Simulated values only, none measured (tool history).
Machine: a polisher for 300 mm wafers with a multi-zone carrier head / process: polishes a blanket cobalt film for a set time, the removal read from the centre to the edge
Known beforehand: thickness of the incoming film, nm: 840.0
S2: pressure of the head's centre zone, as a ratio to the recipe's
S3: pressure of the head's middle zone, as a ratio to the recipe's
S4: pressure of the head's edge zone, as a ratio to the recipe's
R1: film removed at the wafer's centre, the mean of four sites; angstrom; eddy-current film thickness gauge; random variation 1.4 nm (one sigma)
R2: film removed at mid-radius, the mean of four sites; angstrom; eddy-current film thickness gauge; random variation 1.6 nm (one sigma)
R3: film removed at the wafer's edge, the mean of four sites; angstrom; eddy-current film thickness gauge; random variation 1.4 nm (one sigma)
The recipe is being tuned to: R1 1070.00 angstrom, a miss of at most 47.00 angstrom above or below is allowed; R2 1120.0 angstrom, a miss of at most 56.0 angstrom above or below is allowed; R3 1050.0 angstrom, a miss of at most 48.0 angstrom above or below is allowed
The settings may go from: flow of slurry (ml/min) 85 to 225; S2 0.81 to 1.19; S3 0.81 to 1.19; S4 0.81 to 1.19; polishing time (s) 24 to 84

Run 1, hour 0.0: flow of slurry (ml/min) 145, S2 1.00, S3 1.00, S4 1.00, polishing time (s) 54. Result: R1 1468.10 angstrom, R2 1472.8 angstrom, R3 1527.1 angstrom.
Run 2, hour 2.8: flow of slurry (ml/min) 145, S2 1.00, S3 1.00, S4 0.93, polishing time (s) 54. Result: R1 1507.20 angstrom, R2 1482.0 angstrom, R3 1455.6 angstrom.
Run 3, hour 10.3: flow of slurry (ml/min) 145, S2 1.00, S3 1.00, S4 0.93, polishing time (s) 65. Result: R1 1849.60 angstrom, R2 1818.1 angstrom, R3 1788.1 angstrom.
Run 4, hour 13.7: flow of slurry (ml/min) 145, S2 1.00, S3 1.00, S4 0.93, polishing time (s) 59. Result: R1 1696.20 angstrom, R2 1591.2 angstrom, R3 1584.6 angstrom.
Run 5, hour 22.3: flow of slurry (ml/min) 140, S2 0.96, S3 1.01, S4 0.91, polishing time (s) 54. Result: R1 1426.70 angstrom, R2 1449.6 angstrom, R3 1434.4 angstrom.
Run 6, hour 28.9: flow of slurry (ml/min) 140, S2 0.95, S3 1.02, S4 0.89, polishing time (s) 50. Result: R1 1323.10 angstrom, R2 1345.9 angstrom, R3 1284.4 angstrom.
Run 7, hour 35.0: flow of slurry (ml/min) 135, S2 0.93, S3 1.02, S4 0.87, polishing time (s) 48. Result: R1 1236.20 angstrom, R2 1303.0 angstrom, R3 1243.7 angstrom.
Run 8, hour 36.6: flow of slurry (ml/min) 135, S2 0.93, S3 1.02, S4 0.86, polishing time (s) 46. Result: R1 1170.80 angstrom, R2 1247.1 angstrom, R3 1170.5 angstrom.
Run 9, hour 39.9: flow of slurry (ml/min) 130, S2 0.93, S3 1.01, S4 0.85, polishing time (s) 45. Result: R1 1140.50 angstrom, R2 1218.1 angstrom, R3 1130.1 angstrom.
Run 10, hour 45.7: flow of slurry (ml/min) 125, S2 0.93, S3 0.99, S4 0.84, polishing time (s) 45. Result: R1 1138.60 angstrom, R2 1149.6 angstrom, R3 1117.2 angstrom.

4 candidate next runs follow, results not yet known. Just one meets every target within its allowed miss. Identify it.
Run A, hour 51.5: flow of slurry (ml/min) 140, S2 0.98, S3 0.81, S4 0.83, polishing time (s) 47. Result: R1 ?, R2 ?, R3 ?.
Run B, hour 51.5: flow of slurry (ml/min) 105, S2 0.89, S3 0.89, S4 0.91, polishing time (s) 46. Result: R1 ?, R2 ?, R3 ?.
Run C, hour 51.5: flow of slurry (ml/min) 135, S2 0.85, S3 1.01, S4 1.05, polishing time (s) 43. Result: R1 ?, R2 ?, R3 ?.
Run D, hour 51.5: flow of slurry (ml/min) 160, S2 0.91, S3 0.97, S4 0.81, polishing time (s) 41. Result: R1 ?, R2 ?, R3 ?.

move       R1      R2      R3
   A  1258.70  1096.4  1213.0
   B  1052.80  1087.0  1190.5
   C   991.83  1167.0  1229.3
   D  1045.20  1111.1  1061.6
A: further off than the last run
B: meets the target for the result that was furthest off, but another lies outside its allowed miss
C: pushes the last run's worst result past its target
D: all results land within tolerance of their targets
Answer: D
